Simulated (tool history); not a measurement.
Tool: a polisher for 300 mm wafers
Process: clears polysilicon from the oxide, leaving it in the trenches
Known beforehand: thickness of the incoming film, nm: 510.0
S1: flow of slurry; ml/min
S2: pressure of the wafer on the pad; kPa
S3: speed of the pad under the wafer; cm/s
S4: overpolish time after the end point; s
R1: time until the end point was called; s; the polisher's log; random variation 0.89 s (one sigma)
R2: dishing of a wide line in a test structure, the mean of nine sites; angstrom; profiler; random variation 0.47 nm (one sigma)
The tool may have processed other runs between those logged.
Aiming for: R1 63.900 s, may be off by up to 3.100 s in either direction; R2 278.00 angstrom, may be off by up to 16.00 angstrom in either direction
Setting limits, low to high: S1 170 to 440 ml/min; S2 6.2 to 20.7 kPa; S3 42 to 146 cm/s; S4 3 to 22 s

run,day,S1,S2,S3,S4,R1,R2
1,0.000,280,13.1,94,11,48.100,348.77
2,0.362,280,12.4,94,10,51.684,346.14
3,0.525,225,12.4,94,10,50.687,334.37
4,0.700,215,12.4,94,9,52.042,324.48
5,0.871,210,12.4,94,8,51.960,309.57
6,1.121,210,12.4,94,10,52.703,346.24
7,1.233,210,12.4,94,9,50.638,328.67
8,1.262,210,11.7,94,8,55.217,309.72
9,1.462,210,11.0,94,7,56.438,296.38
10,1.712,210,10.3,94,6,59.051,268.35

Exactly one of the 4 candidate moves below puts every result within its allowed miss. Which one?
A,1.962,205,9.7,112,5,?,?
B,1.962,240,13.1,72,7,?,?
C,1.962,215,11.7,86,6,?,?
D,1.962,215,11.7,92,6,?,?

move,R1,R2
A,51.125,253.80
B,62.845,270.08
C,57.934,261.06
D,54.271,269.17
A: lands further from the targets than the last run did
B: all results land within tolerance of their targets
C: lands further from the targets than the last run did
D: lands further from the targets than the last run did
The right move is B.
